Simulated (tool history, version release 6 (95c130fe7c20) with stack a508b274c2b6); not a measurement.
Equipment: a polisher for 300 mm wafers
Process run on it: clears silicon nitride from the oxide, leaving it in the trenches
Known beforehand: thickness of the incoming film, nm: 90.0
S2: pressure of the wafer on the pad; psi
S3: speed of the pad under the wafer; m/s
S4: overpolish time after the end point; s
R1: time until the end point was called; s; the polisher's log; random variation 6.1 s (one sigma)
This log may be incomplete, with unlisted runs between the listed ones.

run 1 hour=0 | flow_of_slurry_(ml/min)=200 S2=2 S3=1.08 S4=30 | R1=121.23
run 2 hour=6.1 | flow_of_slurry_(ml/min)=200 S2=1.5 S3=1.08 S4=30 | R1=157.38
run 3 hour=10 | flow_of_slurry_(ml/min)=200 S2=1.5 S3=1.32 S4=30 | R1=135.37
run 4 hour=16.6 | flow_of_slurry_(ml/min)=195 S2=1.4 S3=1.18 S4=30 | R1=156.29
run 5 hour=17.3 | flow_of_slurry_(ml/min)=195 S2=1.4 S3=1.18 S4=30 | R1=164.28
run 6 hour=23.4 | flow_of_slurry_(ml/min)=185 S2=1.3 S3=1.1 S4=30 | R1=184.75

Expected results for the next run?
run 7 hour=25.7 | flow_of_slurry_(ml/min)=180 S2=1.2 S3=1.04 S4=30 | R1=?

R1: 211.18 s
